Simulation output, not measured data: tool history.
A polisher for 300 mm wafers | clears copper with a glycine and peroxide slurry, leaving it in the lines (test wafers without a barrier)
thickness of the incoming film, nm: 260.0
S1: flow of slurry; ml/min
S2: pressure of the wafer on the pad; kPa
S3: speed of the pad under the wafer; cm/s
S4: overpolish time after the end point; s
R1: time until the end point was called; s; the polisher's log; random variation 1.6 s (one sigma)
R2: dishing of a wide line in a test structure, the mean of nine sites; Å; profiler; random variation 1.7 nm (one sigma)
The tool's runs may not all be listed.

{"run": 1, "hour": 0.0, "S1": 125, "S2": 11.7, "S3": 76, "S4": 27, "R1": 119.57, "R2": 444.09}
{"run": 2, "hour": 7.2, "S1": 125, "S2": 11.7, "S3": 76, "S4": 36, "R1": 116.81, "R2": 538.88}
{"run": 3, "hour": 8.7, "S1": 125, "S2": 10.3, "S3": 76, "S4": 36, "R1": 126.79, "R2": 537.69}
{"run": 4, "hour": 15.7, "S1": 125, "S2": 11, "S3": 80, "S4": 39, "R1": 117.67, "R2": 579.46}
{"run": 5, "hour": 17.3, "S1": 140, "S2": 11, "S3": 80, "S4": 39, "R1": 117.8, "R2": 598.71}
{"run": 6, "hour": 18.1, "S1": 140, "S2": 13.8, "S3": 80, "S4": 39, "R1": 97.356, "R2": 648.75}
{"run": 7, "hour": 26.5, "S1": 140, "S2": 13.8, "S3": 80, "S4": 42, "R1": 100.75, "R2": 683.75}
{"run": 8, "hour": 29.3, "S1": 140, "S2": 13.8, "S3": 80, "S4": 44, "R1": 102.34, "R2": 723.91}

Run 9 comes next. What will it give?
{"run": 9, "hour": 35.7, "S1": 140, "S2": 13.8, "S3": 80, "S4": 45, "R1": "?", "R2": "?"}

{"run 9": {"R1": 104.17, "R2": 747.89}}

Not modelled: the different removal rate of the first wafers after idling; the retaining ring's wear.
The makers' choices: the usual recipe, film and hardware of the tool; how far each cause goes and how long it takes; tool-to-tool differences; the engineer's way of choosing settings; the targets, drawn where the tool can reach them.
